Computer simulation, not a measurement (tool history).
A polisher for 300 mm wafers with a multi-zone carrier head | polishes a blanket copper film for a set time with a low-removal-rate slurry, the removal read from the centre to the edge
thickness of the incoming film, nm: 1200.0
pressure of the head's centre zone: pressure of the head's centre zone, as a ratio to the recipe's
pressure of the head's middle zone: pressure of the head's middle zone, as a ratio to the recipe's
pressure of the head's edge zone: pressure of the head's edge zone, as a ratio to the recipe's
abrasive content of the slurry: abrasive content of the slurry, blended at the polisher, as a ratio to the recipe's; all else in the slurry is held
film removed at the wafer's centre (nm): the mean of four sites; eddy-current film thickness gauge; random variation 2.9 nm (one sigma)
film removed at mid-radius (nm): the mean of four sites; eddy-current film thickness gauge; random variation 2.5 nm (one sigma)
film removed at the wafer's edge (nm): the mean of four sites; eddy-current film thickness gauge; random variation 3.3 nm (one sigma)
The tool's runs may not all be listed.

run	hour	flow of slurry (ml/min)	pressure of the head's centre zone	pressure of the head's middle zone	pressure of the head's edge zone	abrasive content of the slurry	polishing time (s)	film removed at the wafer's centre (nm)	film removed at mid-radius (nm)	film removed at the wafer's edge (nm)
1	0.0	235	1.00	1.00	1.00	1.00	83	162.93	162.88	167.28
2	6.7	235	1.00	1.00	1.01	1.05	85	170.18	171.33	171.56
3	13.0	235	0.94	1.00	1.01	1.05	85	161.04	171.77	171.74
4	14.1	235	0.94	0.99	1.03	1.10	87	169.16	175.87	179.86
5	22.0	235	0.94	0.99	1.03	1.10	96	182.02	190.52	200.98
6	26.4	235	0.95	0.99	1.04	1.15	96	188.36	193.91	200.40
7	35.0	235	0.95	0.99	1.05	1.15	97	192.93	196.42	207.30
8	40.8	235	0.95	0.99	1.06	1.15	97	188.26	196.26	203.93
9	49.6	235	0.95	0.99	1.06	1.15	98	192.27	196.10	213.55

Forecast run 10:
10	51.8	240	0.96	1.00	1.06	1.15	98	?	?	?

film removed at the wafer's centre (nm): 190.56
film removed at mid-radius (nm): 203.17
film removed at the wafer's edge (nm): 213.27
